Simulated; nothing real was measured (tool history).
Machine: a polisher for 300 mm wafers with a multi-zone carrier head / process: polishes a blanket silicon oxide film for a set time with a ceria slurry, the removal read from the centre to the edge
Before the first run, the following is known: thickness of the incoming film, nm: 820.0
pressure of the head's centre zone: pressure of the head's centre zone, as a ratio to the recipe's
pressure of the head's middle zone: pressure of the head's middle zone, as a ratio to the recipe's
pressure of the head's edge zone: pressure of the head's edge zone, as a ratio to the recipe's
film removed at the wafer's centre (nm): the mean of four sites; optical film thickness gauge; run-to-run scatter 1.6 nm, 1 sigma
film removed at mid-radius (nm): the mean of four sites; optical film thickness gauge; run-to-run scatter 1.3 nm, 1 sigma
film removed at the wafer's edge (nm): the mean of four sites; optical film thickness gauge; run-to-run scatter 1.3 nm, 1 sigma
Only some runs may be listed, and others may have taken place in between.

run	day	flow of slurry (ml/min)	pressure of the head's centre zone	pressure of the head's middle zone	pressure of the head's edge zone	polishing time (s)	film removed at the wafer's centre (nm)	film removed at mid-radius (nm)	film removed at the wafer's edge (nm)
1	0.000	220	1.00	1.00	1.00	33	104.48	102.66	96.52
2	0.146	230	0.99	1.05	1.03	35	111.16	114.09	103.32
3	0.488	235	0.98	1.08	1.05	36	113.49	118.48	108.35
4	0.521	235	0.98	1.03	1.05	36	114.20	114.25	108.84
5	0.788	240	0.97	1.07	1.05	37	113.33	122.19	110.87
6	0.954	215	0.97	1.07	1.05	37	115.33	120.80	110.87
7	1.008	220	0.96	1.10	1.05	38	117.83	126.45	115.27
# day 1.138: centre zone pressure recalibrated
8	1.138	230	0.95	1.12	1.04	39	112.35	132.66	117.02
9	1.325	235	0.96	1.14	1.04	39	115.05	135.85	118.92

The next listed run, before its measurement:
10	1.446	240	0.98	1.15	1.03	39	?	?	?

Run 10 measured film removed at the wafer's centre (nm) 117.55, film removed at mid-radius (nm) 138.67, film removed at the wafer's edge (nm) 116.34.

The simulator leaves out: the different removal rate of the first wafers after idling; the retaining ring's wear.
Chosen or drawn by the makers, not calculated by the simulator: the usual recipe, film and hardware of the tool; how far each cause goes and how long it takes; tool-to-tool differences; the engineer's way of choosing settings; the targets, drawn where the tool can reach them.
